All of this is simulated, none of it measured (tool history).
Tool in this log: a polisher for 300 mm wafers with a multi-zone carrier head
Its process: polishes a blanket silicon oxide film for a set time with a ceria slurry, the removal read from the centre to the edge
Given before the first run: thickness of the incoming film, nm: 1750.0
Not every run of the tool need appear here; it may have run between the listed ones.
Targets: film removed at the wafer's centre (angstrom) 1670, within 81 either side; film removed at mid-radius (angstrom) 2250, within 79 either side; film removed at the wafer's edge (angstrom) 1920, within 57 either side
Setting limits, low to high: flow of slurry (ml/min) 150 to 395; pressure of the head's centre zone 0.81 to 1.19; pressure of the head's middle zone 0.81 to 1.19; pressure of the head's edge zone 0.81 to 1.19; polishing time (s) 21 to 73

run    day  flow of slurry (ml/min)  pressure of the head's centre zone  pressure of the head's middle zone  pressure of the head's edge zone  polishing time (s)  film removed at the wafer's centre (angstrom)  film removed at mid-radius (angstrom)  film removed at the wafer's edge (angstrom)
  1      0                      250                                   1                                   1                                 1                  47                                           2268                                 2383.6                                       2273.9
  2  0.354                      245                                0.96                                1.01                              0.97                  46                                         2143.2                                 2349.5                                       2185.8
  3  0.546                      245                                0.96                                1.01                              0.97                  37                                         1792.8                                 1874.1                                       1760.7
  4  0.908                      245                                0.96                                1.01                              0.92                  37                                         1743.6                                 1877.1                                       1733.3
  5   1.15                      245                                0.96                                1.06                              0.92                  37                                         1749.9                                   1957                                       1718.3
  6  1.275                      270                                0.96                                1.06                              0.92                  37                                         1758.4                                 1990.8                                       1753.2
  7  1.388                      285                                0.93                                1.08                              0.94                  37                                         1702.4                                   2003                                       1740.5
  8  1.529                      290                                0.91                                 1.1                              0.97                  38                                         1715.4                                 2119.4                                       1812.7
  9  1.738                      295                                 0.9                                1.11                              0.99                  38                                           1676                                 2123.7                                       1857.9

Below are 5 possible settings for the next run. Only one of them brings all results inside the allowed miss of their targets. Which is it?
  A  1.946                      210                                0.81                                1.07                              0.89                  39                                              ?                                      ?                                            ?
  B  1.946                      355                                0.86                                1.11                              0.98                  39                                              ?                                      ?                                            ?
  C  1.946                      260                                0.81                                1.17                              0.93                  39                                              ?                                      ?                                            ?
  D  1.946                      255                                0.84                                1.12                              1.09                  40                                              ?                                      ?                                            ?
  E  1.946                      290                                0.89                                1.11                              0.95                  43                                              ?                                      ?                                            ?

move  film removed at the wafer's centre (angstrom)  film removed at mid-radius (angstrom)  film removed at the wafer's edge (angstrom)
   A                                         1530.6                                   2073                                       1768.7
   B                                         1708.1                                 2234.6                                         1912
   C                                         1565.1                                   2282                                         1829
   D                                         1661.6                                 2249.4                                       2024.7
   E                                         1916.3                                 2425.6                                       2052.6
A: further off than the last run
B: all results in spec
C: meets the target for the result that was furthest off, but another lies outside its allowed miss
D: meets the target for the result that was furthest off, but another lies outside its allowed miss
E: moves the result that the last run missed by most past its target, out the other side
The move that meets every target is B.
